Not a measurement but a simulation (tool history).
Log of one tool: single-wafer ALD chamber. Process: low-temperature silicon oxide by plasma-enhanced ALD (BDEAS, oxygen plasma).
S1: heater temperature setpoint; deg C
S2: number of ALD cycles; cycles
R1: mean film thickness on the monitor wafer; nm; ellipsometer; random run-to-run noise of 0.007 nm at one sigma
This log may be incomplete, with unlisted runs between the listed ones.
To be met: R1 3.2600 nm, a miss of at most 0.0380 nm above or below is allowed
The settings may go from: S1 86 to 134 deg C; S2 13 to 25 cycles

Run 1, day 0.000: S1 110 deg C, S2 19 cycles. Result: R1 2.6633 nm.
Run 2, day 0.146: S1 119 deg C, S2 19 cycles. Result: R1 2.6299 nm.
Run 3, day 0.233: S1 119 deg C, S2 18 cycles. Result: R1 2.4885 nm.
Run 4, day 0.542: S1 118 deg C, S2 19 cycles. Result: R1 2.6298 nm.
Run 5, day 0.617: S1 129 deg C, S2 19 cycles. Result: R1 2.5739 nm.
Run 6, day 0.788: S1 124 deg C, S2 20 cycles. Result: R1 2.7396 nm.
Run 7, day 0.975: S1 120 deg C, S2 20 cycles. Result: R1 2.7540 nm.
Run 8, day 1.233: S1 117 deg C, S2 21 cycles. Result: R1 2.9086 nm.
Run 9, day 1.442: S1 115 deg C, S2 21 cycles. Result: R1 2.9227 nm.
Run 10, day 1.612: S1 113 deg C, S2 21 cycles. Result: R1 2.9424 nm.
Run 11, day 1.929: S1 111 deg C, S2 21 cycles. Result: R1 2.9431 nm.
Run 12, day 2.058: S1 109 deg C, S2 21 cycles. Result: R1 2.9447 nm.

Which single option among these 4 for the next run brings every result within its allowed miss of target? Just one does.
Run A, day 2.188: S1 108 deg C, S2 23 cycles. Result: R1 ?.
Run B, day 2.188: S1 111 deg C, S2 18 cycles. Result: R1 ?.
Run C, day 2.188: S1 117 deg C, S2 24 cycles. Result: R1 ?.
Run D, day 2.188: S1 107 deg C, S2 24 cycles. Result: R1 ?.

move      R1
   A  3.2430
   B  2.5236
   C  3.3264
   D  3.3905
A: all results in spec
B: lands further from the targets than the last run did
C: moves the result that the last run missed by most past its target, out the other side
D: moves the result that the last run missed by most past its target, out the other side
Move A is the one to make.
